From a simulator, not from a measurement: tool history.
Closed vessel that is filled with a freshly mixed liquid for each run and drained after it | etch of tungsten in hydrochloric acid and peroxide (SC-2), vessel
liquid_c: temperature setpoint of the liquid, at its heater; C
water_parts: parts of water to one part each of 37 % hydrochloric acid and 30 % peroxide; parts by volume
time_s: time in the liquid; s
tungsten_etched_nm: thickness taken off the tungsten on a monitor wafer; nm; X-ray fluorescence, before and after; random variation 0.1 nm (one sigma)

{"run": 1, "hour": 0.0, "liquid_c": 55, "water_parts": 11, "time_s": 30, "tungsten_etched_nm": 12.614}
{"run": 2, "hour": 8.8, "liquid_c": 55, "water_parts": 7, "time_s": 30, "tungsten_etched_nm": 18.2}
{"run": 3, "hour": 16.2, "liquid_c": 55, "water_parts": 4, "time_s": 30, "tungsten_etched_nm": 27.253}
{"run": 4, "hour": 23.7, "liquid_c": 60.5, "water_parts": 4, "time_s": 30, "tungsten_etched_nm": 38.661}
{"run": 5, "hour": 27.1, "liquid_c": 60.5, "water_parts": 7.5, "time_s": 30, "tungsten_etched_nm": 24.318}
{"run": 6, "hour": 35.8, "liquid_c": 60.5, "water_parts": 7.5, "time_s": 30, "tungsten_etched_nm": 24.553}
{"run": 7, "hour": 43.0, "liquid_c": 61, "water_parts": 7.5, "time_s": 30, "tungsten_etched_nm": 25.268}
{"run": 8, "hour": 52.1, "liquid_c": 61.5, "water_parts": 7.5, "time_s": 30, "tungsten_etched_nm": 25.93}
{"run": 9, "hour": 53.2, "liquid_c": 62, "water_parts": 7.5, "time_s": 30, "tungsten_etched_nm": 26.894}

Run 10 comes next. What will it give?
{"run": 10, "hour": 59.2, "liquid_c": 63, "water_parts": 7.5, "time_s": 30, "tungsten_etched_nm": "?"}

{"run 10": {"tungsten_etched_nm": 28.527}}
